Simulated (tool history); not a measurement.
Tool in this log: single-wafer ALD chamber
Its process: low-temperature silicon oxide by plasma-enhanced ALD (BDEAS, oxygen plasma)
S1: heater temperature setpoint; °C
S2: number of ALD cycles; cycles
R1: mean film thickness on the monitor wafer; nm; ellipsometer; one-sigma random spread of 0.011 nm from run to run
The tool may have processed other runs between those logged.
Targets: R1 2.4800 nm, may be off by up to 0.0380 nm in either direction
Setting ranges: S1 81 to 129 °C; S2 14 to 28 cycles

| run | hour | S1 | S2 | R1 |
|---|---|---|---|---|
| 1 | 0.0 | 105 | 21 | 3.1030 |
| 2 | 3.6 | 115 | 21 | 3.0678 |
| 3 | 5.1 | 124 | 21 | 3.0029 |
| 4 | 12.2 | 124 | 20 | 2.8482 |
| 5 | 16.3 | 125 | 19 | 2.6983 |
| 6 | 17.2 | 126 | 18 | 2.5669 |
| 7 | 24.5 | 127 | 18 | 2.5513 |
| 8 | 28.6 | 128 | 17 | 2.3928 |
| 9 | 37.5 | 127 | 17 | 2.4199 |
| 10 | 46.4 | 127 | 17 | 2.4035 |

Exactly one of the 5 candidate moves below puts every result within its allowed miss. Which one?
| A | 55.3 | 115 | 17 | ? |
| B | 55.3 | 129 | 17 | ? |
| C | 55.3 | 120 | 16 | ? |
| D | 55.3 | 129 | 16 | ? |
| E | 55.3 | 129 | 18 | ? |

| move | R1 |
|---|---|
| A | 2.4877 |
| B | 2.4209 |
| C | 2.3189 |
| D | 2.2785 |
| E | 2.5633 |
A: every result within its allowed miss
B: an improvement on the last run, though not all results are within tolerance
C: misses by more than the last run did
D: misses by more than the last run did
E: takes the result that was furthest off past its target
The move that meets every target is A.
